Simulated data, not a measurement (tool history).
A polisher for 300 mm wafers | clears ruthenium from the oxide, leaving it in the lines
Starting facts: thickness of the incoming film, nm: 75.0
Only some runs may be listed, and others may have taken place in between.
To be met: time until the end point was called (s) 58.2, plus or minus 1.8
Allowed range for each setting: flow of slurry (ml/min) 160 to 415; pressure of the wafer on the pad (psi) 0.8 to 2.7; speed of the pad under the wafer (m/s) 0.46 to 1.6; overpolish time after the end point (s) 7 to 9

run	hour	flow of slurry (ml/min)	pressure of the wafer on the pad (psi)	speed of the pad under the wafer (m/s)	overpolish time after the end point (s)	time until the end point was called (s)
1	0	265	1.7	1.02	9	85.158
2	1.8	330	1.7	1.02	9	84.287
3	5.2	330	1.7	1.02	7	84.398
4	9.9	330	1.7	1.02	9	83.141
5	16.2	330	1.4	1.02	9	101.31
6	17.3	330	1.4	1.2	9	87.633
7	20.1	330	1.6	1.2	9	75.494
# hour 25: head pressure recalibrated
8	25	330	1.7	1.2	9	66.172

Which one of the following 5 next-run settings gets every result inside its allowed miss? There is exactly one.
A	29.9	370	1.8	1.14	9	?
B	29.9	340	1.7	1.26	7	?
C	29.9	290	1.7	1.38	8	?
D	29.9	335	2.1	1.16	9	?
E	29.9	360	1.7	1.24	8	?

move	time until the end point was called (s)
A	64.232
B	62.003
C	57.556
D	54.786
E	62.689
A: closes in on the targets versus the last run, not all within tolerance yet
B: closes in on the targets versus the last run, not all within tolerance yet
C: all results in spec
D: pushes the last run's worst result past its target
E: closes in on the targets versus the last run, not all within tolerance yet
Go with C: it meets all targets.
